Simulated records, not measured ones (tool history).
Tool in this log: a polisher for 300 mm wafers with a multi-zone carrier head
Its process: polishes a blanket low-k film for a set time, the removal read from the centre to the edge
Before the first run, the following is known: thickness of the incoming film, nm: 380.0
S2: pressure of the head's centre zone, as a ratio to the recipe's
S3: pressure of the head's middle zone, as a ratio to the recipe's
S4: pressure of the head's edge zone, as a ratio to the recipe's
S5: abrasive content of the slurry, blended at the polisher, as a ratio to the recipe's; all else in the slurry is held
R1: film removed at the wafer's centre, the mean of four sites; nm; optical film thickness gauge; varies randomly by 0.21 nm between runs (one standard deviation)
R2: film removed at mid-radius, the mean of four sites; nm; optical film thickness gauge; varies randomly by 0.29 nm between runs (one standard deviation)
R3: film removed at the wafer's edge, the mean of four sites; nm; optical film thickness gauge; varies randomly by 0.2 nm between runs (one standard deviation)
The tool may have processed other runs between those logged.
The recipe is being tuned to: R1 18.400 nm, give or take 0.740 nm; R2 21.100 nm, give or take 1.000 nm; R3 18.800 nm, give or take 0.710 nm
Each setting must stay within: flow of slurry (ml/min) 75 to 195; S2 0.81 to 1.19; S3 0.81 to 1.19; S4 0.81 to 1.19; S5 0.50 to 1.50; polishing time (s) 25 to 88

{"run": 1, "hour": 0.0, "flow of slurry (ml/min)": 125, "S2": 1.0, "S3": 1.0, "S4": 1.0, "S5": 1.0, "polishing time (s)": 56, "R1": 22.113, "R2": 22.122, "R3": 21.555}
{"run": 2, "hour": 7.7, "flow of slurry (ml/min)": 125, "S2": 1.0, "S3": 1.0, "S4": 1.0, "S5": 1.0, "polishing time (s)": 69, "R1": 27.486, "R2": 26.426, "R3": 26.8}
{"run": 3, "hour": 12.9, "flow of slurry (ml/min)": 125, "S2": 1.0, "S3": 0.95, "S4": 1.0, "S5": 1.0, "polishing time (s)": 69, "R1": 26.255, "R2": 25.056, "R3": 27.319}
{"run": 4, "hour": 14.5, "flow of slurry (ml/min)": 100, "S2": 1.0, "S3": 0.95, "S4": 1.0, "S5": 1.0, "polishing time (s)": 69, "R1": 24.528, "R2": 24.084, "R3": 26.012}
{"run": 5, "hour": 19.9, "flow of slurry (ml/min)": 100, "S2": 0.99, "S3": 0.96, "S4": 0.99, "S5": 0.95, "polishing time (s)": 69, "R1": 23.911, "R2": 23.687, "R3": 24.907}
{"run": 6, "hour": 24.6, "flow of slurry (ml/min)": 110, "S2": 0.99, "S3": 0.96, "S4": 0.99, "S5": 0.95, "polishing time (s)": 69, "R1": 24.853, "R2": 24.543, "R3": 25.358}
{"run": 7, "hour": 28.4, "flow of slurry (ml/min)": 105, "S2": 0.98, "S3": 0.95, "S4": 0.98, "S5": 0.9, "polishing time (s)": 69, "R1": 23.246, "R2": 22.908, "R3": 24.011}
{"run": 8, "hour": 32.1, "flow of slurry (ml/min)": 100, "S2": 0.96, "S3": 0.96, "S4": 0.96, "S5": 0.9, "polishing time (s)": 69, "R1": 22.485, "R2": 22.703, "R3": 23.873}
{"run": 9, "hour": 34.5, "flow of slurry (ml/min)": 100, "S2": 0.95, "S3": 0.98, "S4": 0.95, "S5": 0.85, "polishing time (s)": 69, "R1": 21.558, "R2": 22.106, "R3": 22.836}
{"run": 10, "hour": 40.2, "flow of slurry (ml/min)": 100, "S2": 0.94, "S3": 1.0, "S4": 0.94, "S5": 0.85, "polishing time (s)": 69, "R1": 21.306, "R2": 22.597, "R3": 22.752}
{"run": 11, "hour": 44.1, "flow of slurry (ml/min)": 100, "S2": 0.94, "S3": 1.01, "S4": 0.93, "S5": 0.85, "polishing time (s)": 69, "R1": 20.748, "R2": 23.259, "R3": 22.703}
{"run": 12, "hour": 46.8, "flow of slurry (ml/min)": 100, "S2": 0.95, "S3": 1.01, "S4": 0.92, "S5": 0.8, "polishing time (s)": 69, "R1": 20.404, "R2": 21.821, "R3": 21.553}

Exercise: of the 4 proposed moves below, exactly one satisfies all targets within the stated allowed misses. Which move is it?
{"run": "A", "hour": 49.5, "flow of slurry (ml/min)": 75, "S2": 0.84, "S3": 0.93, "S4": 0.93, "S5": 0.8, "polishing time (s)": 71, "R1": "?", "R2": "?", "R3": "?"}
{"run": "B", "hour": 49.5, "flow of slurry (ml/min)": 95, "S2": 0.89, "S3": 1.0, "S4": 0.89, "S5": 0.85, "polishing time (s)": 64, "R1": "?", "R2": "?", "R3": "?"}
{"run": "C", "hour": 49.5, "flow of slurry (ml/min)": 130, "S2": 0.91, "S3": 1.03, "S4": 0.83, "S5": 1.0, "polishing time (s)": 52, "R1": "?", "R2": "?", "R3": "?"}
{"run": "D", "hour": 49.5, "flow of slurry (ml/min)": 180, "S2": 1.19, "S3": 1.0, "S4": 0.85, "S5": 0.6, "polishing time (s)": 68, "R1": "?", "R2": "?", "R3": "?"}

move=A R1=16.375 R2=18.641 R3=20.513
move=B R1=18.266 R2=20.491 R3=20.114
move=C R1=18.693 R2=20.734 R3=18.723
move=D R1=23.133 R2=18.911 R3=17.405
A: closes in on the targets versus the last run, not all within tolerance yet
B: closes in on the targets versus the last run, not all within tolerance yet
C: each result inside its tolerance
D: takes the result that was furthest off past its target
C meets every target.

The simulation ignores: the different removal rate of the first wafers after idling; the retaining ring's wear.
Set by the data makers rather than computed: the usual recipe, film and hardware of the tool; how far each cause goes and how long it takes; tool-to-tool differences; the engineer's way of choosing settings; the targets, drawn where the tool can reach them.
